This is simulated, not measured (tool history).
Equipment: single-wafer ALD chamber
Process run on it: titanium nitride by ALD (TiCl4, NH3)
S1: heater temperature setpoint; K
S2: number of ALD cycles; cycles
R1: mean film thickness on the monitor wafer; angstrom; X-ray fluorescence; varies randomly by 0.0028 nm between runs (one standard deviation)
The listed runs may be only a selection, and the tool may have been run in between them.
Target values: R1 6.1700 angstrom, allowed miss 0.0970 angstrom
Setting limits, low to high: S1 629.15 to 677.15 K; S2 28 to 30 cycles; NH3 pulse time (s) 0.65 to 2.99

run 1 hour=0.0 | S1=653.15 S2=30 NH3_pulse_time_(s)=1.82 | R1=6.5625
run 2 hour=7.1 | S1=662.15 S2=30 NH3_pulse_time_(s)=1.82 | R1=6.6524
run 3 hour=13.5 | S1=659.15 S2=29 NH3_pulse_time_(s)=1.67 | R1=6.3855
run 4 hour=17.9 | S1=658.15 S2=29 NH3_pulse_time_(s)=1.63 | R1=6.3367
run 5 hour=25.8 | S1=657.15 S2=29 NH3_pulse_time_(s)=1.63 | R1=6.3834
run 6 hour=29.9 | S1=657.15 S2=30 NH3_pulse_time_(s)=1.63 | R1=6.5114
run 7 hour=36.1 | S1=656.15 S2=29 NH3_pulse_time_(s)=1.61 | R1=6.3055
run 8 hour=41.3 | S1=655.15 S2=29 NH3_pulse_time_(s)=1.61 | R1=6.3003
run 9 hour=49.6 | S1=654.15 S2=29 NH3_pulse_time_(s)=1.61 | R1=6.2796
run 10 hour=51.9 | S1=653.15 S2=29 NH3_pulse_time_(s)=1.61 | R1=6.3217

Consider the 5 candidate settings below. Which is the only one whose results all fall within their allowed miss of target?
run A hour=54.2 | S1=650.15 S2=30 NH3_pulse_time_(s)=1.60 | R1=?
run B hour=54.2 | S1=654.15 S2=28 NH3_pulse_time_(s)=1.84 | R1=?
run C hour=54.2 | S1=648.15 S2=30 NH3_pulse_time_(s)=1.63 | R1=?
run D hour=54.2 | S1=660.15 S2=29 NH3_pulse_time_(s)=2.23 | R1=?
run E hour=54.2 | S1=654.15 S2=30 NH3_pulse_time_(s)=1.74 | R1=?

move=A R1=6.4922
move=B R1=6.1392
move=C R1=6.4871
move=D R1=6.4570
move=E R1=6.5549
A: further off than the last run
B: all results land within tolerance of their targets
C: further off than the last run
D: further off than the last run
E: further off than the last run
Move B is the one to make.
